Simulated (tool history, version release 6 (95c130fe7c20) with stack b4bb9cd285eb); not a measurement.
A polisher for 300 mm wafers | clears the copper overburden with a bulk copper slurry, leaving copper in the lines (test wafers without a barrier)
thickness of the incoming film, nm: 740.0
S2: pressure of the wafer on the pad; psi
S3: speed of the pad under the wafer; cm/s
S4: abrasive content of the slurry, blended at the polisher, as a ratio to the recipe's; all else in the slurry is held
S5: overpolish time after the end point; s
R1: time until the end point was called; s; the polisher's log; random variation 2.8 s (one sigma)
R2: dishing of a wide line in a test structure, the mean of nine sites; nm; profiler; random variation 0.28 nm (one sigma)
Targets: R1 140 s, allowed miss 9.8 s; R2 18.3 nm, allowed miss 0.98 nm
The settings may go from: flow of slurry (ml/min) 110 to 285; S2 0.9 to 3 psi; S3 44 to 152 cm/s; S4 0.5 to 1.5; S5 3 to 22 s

run 1 hour=0 | flow_of_slurry_(ml/min)=180 S2=1.9 S3=98 S4=1 S5=11 | R1=141.05 R2=31.396
run 2 hour=7.2 | flow_of_slurry_(ml/min)=180 S2=1.8 S3=102 S4=1 S5=9 | R1=138.32 R2=27.586
run 3 hour=12 | flow_of_slurry_(ml/min)=180 S2=1.7 S3=104 S4=1 S5=8 | R1=142.66 R2=25.606
run 4 hour=14.6 | flow_of_slurry_(ml/min)=180 S2=1.6 S3=106 S4=1 S5=7 | R1=149.4 R2=22.436
run 5 hour=17.7 | flow_of_slurry_(ml/min)=180 S2=1.6 S3=106 S4=0.85 S5=7 | R1=150.54 R2=21.627
run 6 hour=23.2 | flow_of_slurry_(ml/min)=180 S2=1.6 S3=86 S4=0.85 S5=7 | R1=185.24 R2=18.619
run 7 hour=31.7 | flow_of_slurry_(ml/min)=180 S2=1.7 S3=86 S4=0.8 S5=6 | R1=177.31 R2=17.022
-- hour=35.2 head pressure recalibrated
run 8 hour=35.2 | flow_of_slurry_(ml/min)=180 S2=1.8 S3=86 S4=0.8 S5=6 | R1=183.07 R2=17.504
run 9 hour=41.8 | flow_of_slurry_(ml/min)=180 S2=2 S3=88 S4=0.75 S5=5 | R1=159.16 R2=16.291

4 next moves are on the table. One of them brings every result within its allowed miss. Which?
run A hour=48.4 | flow_of_slurry_(ml/min)=200 S2=2.2 S3=90 S4=0.85 S5=5 | R1=? R2=?
run B hour=48.4 | flow_of_slurry_(ml/min)=190 S2=2.4 S3=90 S4=0.5 S5=6 | R1=? R2=?
run C hour=48.4 | flow_of_slurry_(ml/min)=285 S2=1.8 S3=130 S4=0.85 S5=5 | R1=? R2=?
run D hour=48.4 | flow_of_slurry_(ml/min)=200 S2=2.2 S3=74 S4=0.85 S5=6 | R1=? R2=?

move=A R1=138.78 R2=18.14
move=B R1=142 R2=20.549
move=C R1=113.15 R2=21.021
move=D R1=167.61 R2=18.05
A: meets every target
B: takes the result that was furthest off past its target
C: takes the result that was furthest off past its target
D: brings the result that was furthest off to its target, and leaves another outside
Move A is the one to make.

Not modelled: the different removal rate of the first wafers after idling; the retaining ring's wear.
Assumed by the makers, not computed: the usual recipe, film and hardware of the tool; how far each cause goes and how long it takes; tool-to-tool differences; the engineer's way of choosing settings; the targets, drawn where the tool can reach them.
